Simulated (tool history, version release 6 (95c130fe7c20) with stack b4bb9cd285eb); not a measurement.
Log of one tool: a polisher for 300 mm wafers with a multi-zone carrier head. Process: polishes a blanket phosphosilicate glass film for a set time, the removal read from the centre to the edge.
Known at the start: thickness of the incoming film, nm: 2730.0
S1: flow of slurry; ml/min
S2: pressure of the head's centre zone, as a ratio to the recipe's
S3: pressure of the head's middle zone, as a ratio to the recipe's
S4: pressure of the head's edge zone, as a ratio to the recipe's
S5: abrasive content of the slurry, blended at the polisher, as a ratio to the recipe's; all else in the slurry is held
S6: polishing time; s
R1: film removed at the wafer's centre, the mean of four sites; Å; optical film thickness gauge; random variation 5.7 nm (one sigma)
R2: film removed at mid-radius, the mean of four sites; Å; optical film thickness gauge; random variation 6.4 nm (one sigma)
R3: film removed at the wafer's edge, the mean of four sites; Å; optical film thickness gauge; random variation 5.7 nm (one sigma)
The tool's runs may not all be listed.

Run 1, day 0: S1 205 ml/min, S2 1, S3 1, S4 1, S5 1, S6 51 s. Result: R1 4087.4 Å, R2 4193.7 Å, R3 4217.3 Å.
Run 2, day 0.329: S1 210 ml/min, S2 0.99, S3 1.04, S4 1.03, S5 1.1, S6 51 s. Result: R1 4317 Å, R2 4501.5 Å, R3 4580.8 Å.
Run 3, day 0.638: S1 260 ml/min, S2 0.99, S3 1.04, S4 1.03, S5 1.1, S6 51 s. Result: R1 4438.3 Å, R2 4586.4 Å, R3 4613.9 Å.
Run 4, day 0.762: S1 260 ml/min, S2 0.99, S3 0.96, S4 1.03, S5 1.1, S6 51 s. Result: R1 4457.3 Å, R2 4334.1 Å, R3 4583.3 Å.
Run 5, day 1.133: S1 260 ml/min, S2 0.99, S3 0.96, S4 1.03, S5 1.1, S6 42 s. Result: R1 3674.1 Å, R2 3538.7 Å, R3 3763.4 Å.
Run 6, day 1.183: S1 260 ml/min, S2 0.99, S3 0.96, S4 1.03, S5 1.1, S6 35 s. Result: R1 3029.4 Å, R2 3027.3 Å, R3 3073.1 Å.
Run 7, day 1.338: S1 255 ml/min, S2 0.97, S3 1.01, S4 1.02, S5 1.2, S6 39 s. Result: R1 3442.8 Å, R2 3640.2 Å, R3 3638.8 Å.
Run 8, day 1.612: S1 255 ml/min, S2 0.96, S3 1.05, S4 1.01, S5 1.25, S6 41 s. Result: R1 3697.8 Å, R2 4020.5 Å, R3 3898 Å.
Run 9, day 1.725: S1 255 ml/min, S2 0.95, S3 1.08, S4 1.01, S5 1.3, S6 43 s. Result: R1 3929.2 Å, R2 4353.8 Å, R3 4143.3 Å.
Run 10, day 1.954: S1 255 ml/min, S2 0.93, S3 1.1, S4 1.01, S5 1.35, S6 45 s. Result: R1 4041.7 Å, R2 4701.3 Å, R3 4406.5 Å.

Run 11 comes next. What will it give?
Run 11, day 2.096: S1 255 ml/min, S2 0.93, S3 1.12, S4 1.02, S5 1.4, S6 46 s. Result: R1 ?, R2 ?, R3 ?.

Run 11 gave R1 4267 Å, R2 4837 Å, R3 4631.2 Å.

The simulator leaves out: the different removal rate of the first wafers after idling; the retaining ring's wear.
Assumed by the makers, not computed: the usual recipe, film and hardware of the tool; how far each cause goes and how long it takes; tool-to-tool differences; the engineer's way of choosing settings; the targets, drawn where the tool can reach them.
